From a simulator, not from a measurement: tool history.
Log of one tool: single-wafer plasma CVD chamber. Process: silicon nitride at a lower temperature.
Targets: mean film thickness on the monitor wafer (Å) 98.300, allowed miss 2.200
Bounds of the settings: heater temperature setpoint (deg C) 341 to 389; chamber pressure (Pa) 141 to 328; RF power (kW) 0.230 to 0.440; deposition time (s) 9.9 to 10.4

| run | hour | heater temperature setpoint (deg C) | chamber pressure (Pa) | RF power (kW) | deposition time (s) | mean film thickness on the monitor wafer (Å) |
|---|---|---|---|---|---|---|
| 1 | 0.0 | 365 | 235 | 0.335 | 10.4 | 146.400 |
| 2 | 8.5 | 365 | 235 | 0.360 | 10.4 | 157.740 |
| 3 | 14.5 | 365 | 235 | 0.315 | 10.4 | 137.800 |
| 4 | 23.1 | 373 | 235 | 0.315 | 10.4 | 139.100 |
| 5 | 31.7 | 373 | 216 | 0.290 | 10.3 | 121.850 |
| 6 | 40.5 | 373 | 197 | 0.285 | 10.3 | 114.690 |
| 7 | 41.9 | 373 | 197 | 0.285 | 10.3 | 115.730 |
| 8 | 49.3 | 373 | 183 | 0.280 | 10.3 | 110.310 |

4 next moves are on the table. One of them brings every result within its allowed miss. Which?
| A | 56.7 | 371 | 208 | 0.285 | 10.4 | ? |
| B | 56.7 | 372 | 164 | 0.275 | 9.9 | ? |
| C | 56.7 | 361 | 149 | 0.270 | 10.2 | ? |
| D | 56.7 | 366 | 177 | 0.255 | 9.9 | ? |

| move | mean film thickness on the monitor wafer (Å) |
|---|---|
| A | 118.740 |
| B | 97.818 |
| C | 94.373 |
| D | 92.795 |
A: further off than the last run
B: meets every target
C: takes the result that was furthest off past its target
D: takes the result that was furthest off past its target
Move B is the one to make.
